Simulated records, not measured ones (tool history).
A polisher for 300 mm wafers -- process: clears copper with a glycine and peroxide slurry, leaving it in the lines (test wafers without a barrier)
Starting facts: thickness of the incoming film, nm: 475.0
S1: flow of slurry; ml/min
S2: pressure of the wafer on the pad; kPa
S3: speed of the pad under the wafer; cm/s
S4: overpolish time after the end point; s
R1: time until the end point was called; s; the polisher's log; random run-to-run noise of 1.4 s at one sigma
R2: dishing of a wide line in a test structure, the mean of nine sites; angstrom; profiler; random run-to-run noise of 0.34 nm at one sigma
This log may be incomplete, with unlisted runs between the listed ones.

run,hour,S1,S2,S3,S4,R1,R2
1,0,185,18.6,114,10,67.855,330.62
2,4.4,185,14.5,114,10,83.67,312
3,6.1,180,15.9,106,8,82.061,263.58
4,10.5,140,15.9,106,8,88.518,255.51
5,18.8,140,13.1,106,8,99.903,229.81
6,23.5,140,13.1,106,4,103.32,134.93
7,25.5,140,13.1,106,4,100.15,131.65

For run 8, what comes out?
8,30.9,145,14.5,104,4,?,?

R1: 95.148 s
R2: 146.64 angstrom
